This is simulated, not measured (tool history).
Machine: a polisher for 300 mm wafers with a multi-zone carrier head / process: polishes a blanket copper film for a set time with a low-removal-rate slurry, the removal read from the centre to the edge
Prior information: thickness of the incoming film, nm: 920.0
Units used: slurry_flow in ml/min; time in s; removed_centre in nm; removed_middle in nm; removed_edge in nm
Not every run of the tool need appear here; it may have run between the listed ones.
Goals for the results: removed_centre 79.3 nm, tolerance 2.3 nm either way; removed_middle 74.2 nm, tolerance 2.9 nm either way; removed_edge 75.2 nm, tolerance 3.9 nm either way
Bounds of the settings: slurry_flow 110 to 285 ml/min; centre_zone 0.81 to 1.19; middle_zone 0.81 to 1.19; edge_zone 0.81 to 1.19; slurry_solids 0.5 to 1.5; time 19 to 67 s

| run | day | slurry_flow | centre_zone | middle_zone | edge_zone | slurry_solids | time | removed_centre | removed_middle | removed_edge |
|---|---|---|---|---|---|---|---|---|---|---|
| 1 | 0 | 180 | 1 | 1 | 1 | 1 | 43 | 134.92 | 121.95 | 125.67 |
| 2 | 0.038 | 180 | 1.05 | 1 | 1 | 1 | 43 | 142.15 | 120.2 | 124.15 |
| 3 | 0.379 | 180 | 1.12 | 1 | 1 | 1 | 43 | 150.95 | 122.32 | 125.44 |
| 4 | 0.692 | 175 | 1.08 | 0.99 | 0.98 | 0.9 | 41 | 134.21 | 111.07 | 115.75 |
| 5 | 0.942 | 175 | 1.06 | 0.99 | 0.96 | 0.85 | 39 | 123.06 | 103.53 | 107.99 |
| 6 | 1.267 | 175 | 1.06 | 0.99 | 0.96 | 0.95 | 39 | 126.42 | 104.65 | 112.72 |
|  | 1.362 | centre zone pressure recalibrated |
| 7 | 1.362 | 180 | 1.05 | 1 | 0.95 | 0.85 | 37 | 107.71 | 99.825 | 98.362 |
| 8 | 1.608 | 170 | 1.05 | 0.99 | 0.93 | 0.8 | 36 | 100.61 | 93.542 | 94.14 |
| 9 | 1.95 | 175 | 1.05 | 0.98 | 0.91 | 0.75 | 35 | 96.434 | 87.405 | 90.146 |
| 10 | 2.075 | 180 | 1.05 | 0.98 | 0.9 | 0.7 | 35 | 92.064 | 87.86 | 86.009 |
| 11 | 2.288 | 180 | 1.05 | 0.97 | 0.89 | 0.65 | 35 | 90.439 | 84.682 | 82.744 |
| 12 | 2.542 | 180 | 1.04 | 0.96 | 0.88 | 0.65 | 35 | 90.174 | 81.381 | 80.67 |

4 next moves are on the table. One of them brings every result within its allowed miss. Which?
| A | 2.796 | 180 | 1 | 0.94 | 0.87 | 0.65 | 32 | ? | ? | ? |
| B | 2.796 | 255 | 1.16 | 0.96 | 0.81 | 0.5 | 39 | ? | ? | ? |
| C | 2.796 | 125 | 0.97 | 1 | 0.95 | 0.6 | 34 | ? | ? | ? |
| D | 2.796 | 120 | 0.98 | 1.01 | 0.95 | 0.85 | 30 | ? | ? | ? |

| move | removed_centre | removed_middle | removed_edge |
|---|---|---|---|
| A | 78.874 | 75.252 | 72.904 |
| B | 104.05 | 86.391 | 78.933 |
| C | 73.482 | 76.372 | 74.644 |
| D | 74.071 | 76.854 | 74.701 |
A: all results in spec
B: misses by more than the last run did
C: takes the result that was furthest off past its target
D: takes the result that was furthest off past its target
Move A is the one to make.
